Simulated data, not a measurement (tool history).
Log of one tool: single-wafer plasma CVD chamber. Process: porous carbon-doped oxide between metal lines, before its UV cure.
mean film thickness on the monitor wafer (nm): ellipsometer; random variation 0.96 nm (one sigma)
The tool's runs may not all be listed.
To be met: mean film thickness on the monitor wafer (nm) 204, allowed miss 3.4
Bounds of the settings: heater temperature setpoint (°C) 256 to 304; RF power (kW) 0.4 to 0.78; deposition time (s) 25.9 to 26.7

run  hour  heater temperature setpoint (°C)  RF power (kW)  deposition time (s)  mean film thickness on the monitor wafer (nm)
  1     0                               280           0.59                 25.9                                         167.96
  2   1.5                               280           0.59                 25.9                                         168.27
  3   5.3                               280           0.59                 26.7                                         174.27
  4   6.9                               276          0.595                 26.7                                         177.74
  5   8.6                               273           0.61                 26.7                                         185.49
  6  14.2                               279           0.61                 26.7                                         179.26
  7  19.8                               275          0.615                 26.7                                         185.23
  8  23.8                               272          0.615                 26.7                                         187.46
  9  26.6                               269          0.615                 26.7                                         191.78
 10  35.1                               267          0.615                 26.7                                         193.41
 11  41.7                               265          0.615                 26.7                                         196.04
 12  46.9                               264          0.615                 26.7                                         197.05

5 next moves are on the table. One of them brings every result within its allowed miss. Which?
  A  52.1                               263           0.62                 25.9                                              ?
  B  52.1                               271          0.645                 25.9                                              ?
  C  52.1                               264            0.6                 26.7                                              ?
  D  52.1                               266            0.6                 25.9                                              ?
  E  52.1                               261          0.625                 26.7                                              ?

move  mean film thickness on the monitor wafer (nm)
   A                                         193.41
   B                                         189.86
   C                                          193.4
   D                                         185.59
   E                                         202.75
A: further off than the last run
B: further off than the last run
C: further off than the last run
D: further off than the last run
E: meets every target
The right move is E.
